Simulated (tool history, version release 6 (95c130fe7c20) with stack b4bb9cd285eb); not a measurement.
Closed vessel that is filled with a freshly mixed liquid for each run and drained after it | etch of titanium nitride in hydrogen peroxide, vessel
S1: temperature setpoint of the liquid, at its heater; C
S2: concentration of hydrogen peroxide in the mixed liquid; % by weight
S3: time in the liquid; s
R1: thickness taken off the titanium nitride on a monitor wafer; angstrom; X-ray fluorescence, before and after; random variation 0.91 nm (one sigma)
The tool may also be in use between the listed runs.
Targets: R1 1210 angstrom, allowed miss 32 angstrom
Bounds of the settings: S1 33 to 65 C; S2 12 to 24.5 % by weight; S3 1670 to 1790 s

| run | hour | S1 | S2 | S3 | R1 |
|---|---|---|---|---|---|
| 1 | 0 | 49 | 16.5 | 1670 | 666.73 |
| 2 | 9.3 | 51.5 | 16.5 | 1670 | 796.04 |
| 3 | 17.1 | 51.5 | 19.5 | 1670 | 825.44 |
| 4 | 24.2 | 53.5 | 19.5 | 1670 | 954.74 |
| 5 | 28.9 | 54.5 | 19.5 | 1670 | 1022.3 |
| 6 | 35.5 | 54.5 | 17.5 | 1670 | 984.7 |
| 7 | 38.6 | 54.5 | 17.5 | 1670 | 993.6 |
| 8 | 42.2 | 55.5 | 17.5 | 1670 | 1063.5 |
| 9 | 50.9 | 55.5 | 17.5 | 1670 | 1057.4 |
| 10 | 54.8 | 56 | 17.5 | 1670 | 1091.6 |

Which of these 5 next moves meets every target?
| A | 58.7 | 56 | 15.5 | 1770 | ? |
| B | 58.7 | 56 | 16.5 | 1745 | ? |
| C | 58.7 | 56.5 | 17 | 1690 | ? |
| D | 58.7 | 56.5 | 16.5 | 1715 | ? |
| E | 58.7 | 57 | 19 | 1690 | ? |

| move | R1 |
|---|---|
| A | 1138.9 |
| B | 1137.7 |
| C | 1148 |
| D | 1157.7 |
| E | 1217 |
A: nearer than the last run, and not there yet
B: nearer than the last run, and not there yet
C: nearer than the last run, and not there yet
D: nearer than the last run, and not there yet
E: meets every target
Answer: E

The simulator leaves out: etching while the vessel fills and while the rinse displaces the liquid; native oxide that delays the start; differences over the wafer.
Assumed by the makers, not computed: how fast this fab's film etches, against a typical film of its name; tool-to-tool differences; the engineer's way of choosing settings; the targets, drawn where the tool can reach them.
